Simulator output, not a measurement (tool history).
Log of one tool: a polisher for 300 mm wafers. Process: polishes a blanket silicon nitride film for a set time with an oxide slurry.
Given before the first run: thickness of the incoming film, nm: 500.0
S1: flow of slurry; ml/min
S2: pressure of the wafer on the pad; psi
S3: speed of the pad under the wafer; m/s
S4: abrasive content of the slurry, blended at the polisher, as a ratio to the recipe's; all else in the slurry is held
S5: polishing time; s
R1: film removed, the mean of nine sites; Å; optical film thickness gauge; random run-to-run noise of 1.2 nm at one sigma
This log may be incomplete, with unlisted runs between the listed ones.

run 1 hour=0.0 | S1=140 S2=4.8 S3=1.04 S4=1.0 S5=111 | R1=1161.30
run 2 hour=5.8 | S1=140 S2=4.7 S3=1.04 S4=1.0 S5=111 | R1=1158.40
run 3 hour=11.6 | S1=140 S2=4.7 S3=1.04 S4=1.0 S5=111 | R1=1190.60
run 4 hour=12.4 | S1=140 S2=5.4 S3=1.04 S4=1.0 S5=111 | R1=1337.60
run 5 hour=13.8 | S1=115 S2=5.4 S3=1.04 S4=1.0 S5=111 | R1=1269.20
run 6 hour=17.8 | S1=115 S2=5.2 S3=1.04 S4=1.0 S5=111 | R1=1239.00
run 7 hour=19.5 | S1=115 S2=5.0 S3=1.04 S4=1.0 S5=111 | R1=1198.00
run 8 hour=27.2 | S1=110 S2=3.8 S3=1.02 S4=1.0 S5=111 | R1=886.66

Forecast run 9:
run 9 hour=33.0 | S1=115 S2=3.8 S3=1.02 S4=1.0 S5=111 | R1=?

R1: 902.30 Å
